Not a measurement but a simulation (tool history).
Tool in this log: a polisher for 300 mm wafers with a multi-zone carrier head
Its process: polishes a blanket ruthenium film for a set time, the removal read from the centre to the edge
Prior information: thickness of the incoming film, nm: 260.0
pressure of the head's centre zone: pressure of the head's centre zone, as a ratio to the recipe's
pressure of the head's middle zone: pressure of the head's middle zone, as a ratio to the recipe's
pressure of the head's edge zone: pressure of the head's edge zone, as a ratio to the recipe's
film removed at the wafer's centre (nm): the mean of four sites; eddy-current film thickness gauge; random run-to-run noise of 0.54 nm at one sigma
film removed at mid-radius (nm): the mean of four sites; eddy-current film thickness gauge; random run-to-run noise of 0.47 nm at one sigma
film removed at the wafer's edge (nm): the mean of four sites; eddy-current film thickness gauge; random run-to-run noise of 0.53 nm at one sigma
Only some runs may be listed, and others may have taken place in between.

run  hour  flow of slurry (ml/min)  pressure of the head's centre zone  pressure of the head's middle zone  pressure of the head's edge zone  polishing time (s)  film removed at the wafer's centre (nm)  film removed at mid-radius (nm)  film removed at the wafer's edge (nm)
  1   0.0                      310                                1.00                                1.00                              1.00                  48                                   59.376                           58.468                                 59.511
  2   6.2                      305                                0.96                                1.01                              0.99                  48                                   55.715                           59.550                                 60.054
  3  14.9                      305                                0.96                                1.01                              0.92                  48                                   55.171                           59.802                                 57.375
  4  19.6                      300                                0.94                                1.01                              0.91                  48                                   54.018                           59.361                                 57.075
  5  23.2                      300                                0.94                                1.07                              0.91                  48                                   55.189                           62.250                                 58.746
  6  29.2                      300                                0.94                                1.07                              0.84                  48                                   55.515                           62.035                                 55.672

For run 7, what comes out?
  7  33.8                      295                                0.92                                1.06                              0.84                  48                                        ?                                ?                                      ?

{"run 7": {"film removed at the wafer's centre (nm)": 52.734, "film removed at mid-radius (nm)": 61.229, "film removed at the wafer's edge (nm)": 55.544}}
